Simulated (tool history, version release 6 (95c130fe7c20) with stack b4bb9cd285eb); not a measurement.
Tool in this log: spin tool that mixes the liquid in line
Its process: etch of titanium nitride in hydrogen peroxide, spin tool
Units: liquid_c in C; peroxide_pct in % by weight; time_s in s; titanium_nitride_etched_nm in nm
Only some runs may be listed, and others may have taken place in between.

Run 1, hour 0: liquid_c 50 C, peroxide_pct 25.5 % by weight, time_s 285 s. Result: titanium_nitride_etched_nm 12.15 nm.
Run 2, hour 8.1: liquid_c 50 C, peroxide_pct 22.5 % by weight, time_s 285 s. Result: titanium_nitride_etched_nm 11.653 nm.
Run 3, hour 11.2: liquid_c 51.5 C, peroxide_pct 22.5 % by weight, time_s 285 s. Result: titanium_nitride_etched_nm 13.076 nm.
Run 4, hour 20.1: liquid_c 52.5 C, peroxide_pct 22.5 % by weight, time_s 285 s. Result: titanium_nitride_etched_nm 14.107 nm.
Run 5, hour 27.5: liquid_c 52.5 C, peroxide_pct 20 % by weight, time_s 285 s. Result: titanium_nitride_etched_nm 13.854 nm.
Run 6, hour 33.4: liquid_c 53 C, peroxide_pct 20 % by weight, time_s 285 s. Result: titanium_nitride_etched_nm 14.201 nm.

Run 7 is up next; what results do you expect?
Run 7, hour 42.4: liquid_c 53.5 C, peroxide_pct 20 % by weight, time_s 285 s. Result: titanium_nitride_etched_nm ?.

Run 7 came out at titanium_nitride_etched_nm 14.522 nm.

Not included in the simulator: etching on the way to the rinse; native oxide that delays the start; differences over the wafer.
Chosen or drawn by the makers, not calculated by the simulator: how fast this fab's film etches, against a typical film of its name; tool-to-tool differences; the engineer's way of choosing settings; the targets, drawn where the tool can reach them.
